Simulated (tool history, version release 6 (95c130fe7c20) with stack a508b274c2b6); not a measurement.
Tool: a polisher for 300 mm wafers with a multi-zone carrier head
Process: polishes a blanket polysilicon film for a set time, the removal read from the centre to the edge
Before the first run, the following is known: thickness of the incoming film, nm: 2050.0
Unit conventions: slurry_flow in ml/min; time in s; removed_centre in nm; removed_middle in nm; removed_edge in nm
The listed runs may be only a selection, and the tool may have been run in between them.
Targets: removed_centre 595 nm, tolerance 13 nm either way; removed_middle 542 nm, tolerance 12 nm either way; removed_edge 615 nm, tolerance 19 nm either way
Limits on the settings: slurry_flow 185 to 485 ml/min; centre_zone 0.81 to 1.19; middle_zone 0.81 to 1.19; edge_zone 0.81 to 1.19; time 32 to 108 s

run 1 hour=0 | slurry_flow=310 centre_zone=1 middle_zone=1 edge_zone=1 time=70 | removed_centre=380.1 removed_middle=385.91 removed_edge=396.19
run 2 hour=0.7 | slurry_flow=315 centre_zone=1.02 middle_zone=1 edge_zone=1.03 time=75 | removed_centre=415.57 removed_middle=414.23 removed_edge=432.88
run 3 hour=6.6 | slurry_flow=315 centre_zone=1.02 middle_zone=1 edge_zone=0.98 time=75 | removed_centre=419.16 removed_middle=413.76 removed_edge=421.47
run 4 hour=8.6 | slurry_flow=320 centre_zone=1.04 middle_zone=1 edge_zone=1.02 time=79 | removed_centre=452.56 removed_middle=438.47 removed_edge=458.23
run 5 hour=14.4 | slurry_flow=320 centre_zone=1.08 middle_zone=1 edge_zone=1.02 time=79 | removed_centre=462.69 removed_middle=435.04 removed_edge=454.16
run 6 hour=18.4 | slurry_flow=320 centre_zone=1.08 middle_zone=1 edge_zone=0.96 time=79 | removed_centre=468.56 removed_middle=432.06 removed_edge=445.33
run 7 hour=20.9 | slurry_flow=335 centre_zone=1.11 middle_zone=0.95 edge_zone=1.06 time=98 | removed_centre=596.57 removed_middle=518.78 removed_edge=570.17
-- hour=25.5 slurry nozzle cleaned
run 8 hour=25.5 | slurry_flow=340 centre_zone=1.11 middle_zone=0.95 edge_zone=1.08 time=98 | removed_centre=609.47 removed_middle=528.72 removed_edge=589.89
run 9 hour=29.4 | slurry_flow=340 centre_zone=1.1 middle_zone=0.95 edge_zone=1.09 time=98 | removed_centre=602.85 removed_middle=530.31 removed_edge=590.11

Which of these 4 next moves meets every target?
run A hour=33.3 | slurry_flow=300 centre_zone=1.09 middle_zone=0.91 edge_zone=1.13 time=101 | removed_centre=? removed_middle=? removed_edge=?
run B hour=33.3 | slurry_flow=360 centre_zone=1.02 middle_zone=0.9 edge_zone=1.02 time=104 | removed_centre=? removed_middle=? removed_edge=?
run C hour=33.3 | slurry_flow=345 centre_zone=1.08 middle_zone=0.88 edge_zone=1.19 time=104 | removed_centre=? removed_middle=? removed_edge=?
run D hour=33.3 | slurry_flow=330 centre_zone=1.09 middle_zone=1.01 edge_zone=0.98 time=98 | removed_centre=? removed_middle=? removed_edge=?

move=A removed_centre=605.85 removed_middle=522.49 removed_edge=616.42
move=B removed_centre=591.93 removed_middle=540.35 removed_edge=615.31
move=C removed_centre=624.9 removed_middle=528.57 removed_edge=654.01
move=D removed_centre=592.83 removed_middle=557.26 removed_edge=567.43
A: corrects the largest miss of the last run, while another result sits out of spec
B: every result within its allowed miss
C: the result that was furthest off in the last run now lies on the other side of its target
D: its largest miss is bigger than the last run's
The right move is B.
